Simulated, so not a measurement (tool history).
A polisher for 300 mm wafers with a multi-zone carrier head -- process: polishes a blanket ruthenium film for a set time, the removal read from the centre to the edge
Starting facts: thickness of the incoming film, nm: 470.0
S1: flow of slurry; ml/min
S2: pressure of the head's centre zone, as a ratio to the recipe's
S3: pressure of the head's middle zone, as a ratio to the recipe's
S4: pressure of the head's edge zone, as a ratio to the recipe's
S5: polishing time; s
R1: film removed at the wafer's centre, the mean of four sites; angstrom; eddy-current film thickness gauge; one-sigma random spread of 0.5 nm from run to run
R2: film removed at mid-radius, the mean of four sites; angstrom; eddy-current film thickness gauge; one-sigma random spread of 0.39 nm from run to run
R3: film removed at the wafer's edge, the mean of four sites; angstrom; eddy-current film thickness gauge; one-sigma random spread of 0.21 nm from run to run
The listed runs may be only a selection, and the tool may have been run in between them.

| run | day | S1 | S2 | S3 | S4 | S5 | R1 | R2 | R3 |
|---|---|---|---|---|---|---|---|---|---|
| 1 | 0 | 160 | 1 | 1 | 1 | 42 | 476.15 | 484.24 | 476.12 |
| 2 | 0.104 | 160 | 1.01 | 0.99 | 0.97 | 40 | 468.5 | 459.22 | 446.81 |
| 3 | 0.283 | 155 | 1.01 | 0.98 | 0.95 | 38 | 437.16 | 429.61 | 417.6 |
| 4 | 0.375 | 185 | 1.01 | 0.98 | 0.95 | 38 | 455.71 | 437.05 | 428.37 |
| 5 | 0.504 | 170 | 1.01 | 0.98 | 0.95 | 38 | 453.19 | 433.32 | 425.52 |
| 6 | 0.679 | 170 | 1.01 | 0.98 | 0.95 | 48 | 569.13 | 547.3 | 536.12 |
| 7 | 0.779 | 165 | 1.01 | 0.97 | 0.93 | 45 | 527.43 | 511.92 | 497.03 |
| 8 | 1.021 | 165 | 1.02 | 0.97 | 0.92 | 42 | 499.73 | 471.32 | 459.01 |
| 9 | 1.296 | 160 | 1.02 | 0.97 | 0.9 | 40 | 468.57 | 447.76 | 433.98 |

The next listed run, before its measurement:
| 10 | 1.538 | 160 | 1.03 | 0.97 | 0.89 | 38 | ? | ? | ? |

Run 10 gave R1 462.45 angstrom, R2 431.52 angstrom, R3 413.42 angstrom.
